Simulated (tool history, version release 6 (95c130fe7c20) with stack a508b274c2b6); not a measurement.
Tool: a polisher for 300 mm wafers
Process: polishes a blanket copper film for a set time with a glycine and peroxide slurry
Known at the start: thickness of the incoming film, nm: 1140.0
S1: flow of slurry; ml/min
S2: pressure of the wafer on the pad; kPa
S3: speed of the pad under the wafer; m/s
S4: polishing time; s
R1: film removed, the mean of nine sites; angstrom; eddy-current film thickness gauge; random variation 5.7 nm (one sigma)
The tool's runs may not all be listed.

run	hour	S1	S2	S3	S4	R1
1	0.0	160	23.4	1.28	75	6393.8
2	5.8	185	23.4	1.28	75	6455.7
3	11.5	200	23.4	1.28	75	6632.1
4	14.5	205	24.1	1.28	75	6765.9
5	18.9	205	24.1	1.28	75	6751.7
6	27.2	205	24.8	1.28	75	7034.6

Forecast run 7:
7	31.7	205	24.8	1.28	75	?

Run 7 gave R1 6897.2 angstrom.

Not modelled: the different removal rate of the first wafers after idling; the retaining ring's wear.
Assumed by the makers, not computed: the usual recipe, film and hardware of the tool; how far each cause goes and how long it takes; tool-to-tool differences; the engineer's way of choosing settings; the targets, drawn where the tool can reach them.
